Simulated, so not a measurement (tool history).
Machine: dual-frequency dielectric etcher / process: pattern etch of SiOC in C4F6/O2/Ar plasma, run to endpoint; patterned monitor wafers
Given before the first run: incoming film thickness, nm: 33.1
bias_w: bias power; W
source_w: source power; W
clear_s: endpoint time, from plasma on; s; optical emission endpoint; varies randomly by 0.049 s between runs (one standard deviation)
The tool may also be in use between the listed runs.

{"run": 1, "hour": 0.0, "bias_w": 448, "source_w": 240, "clear_s": 14.255}
{"run": 2, "hour": 8.2, "bias_w": 448, "source_w": 260, "clear_s": 13.791}
{"run": 3, "hour": 14.5, "bias_w": 448, "source_w": 220, "clear_s": 14.724}
{"run": 4, "hour": 21.3, "bias_w": 498, "source_w": 220, "clear_s": 14.209}
{"run": 5, "hour": 24.0, "bias_w": 534, "source_w": 220, "clear_s": 13.926}
{"run": 6, "hour": 30.4, "bias_w": 551, "source_w": 230, "clear_s": 13.451}

What will run 7 give?
{"run": 7, "hour": 38.8, "bias_w": 551, "source_w": 230, "clear_s": "?"}

clear_s: 13.425 s
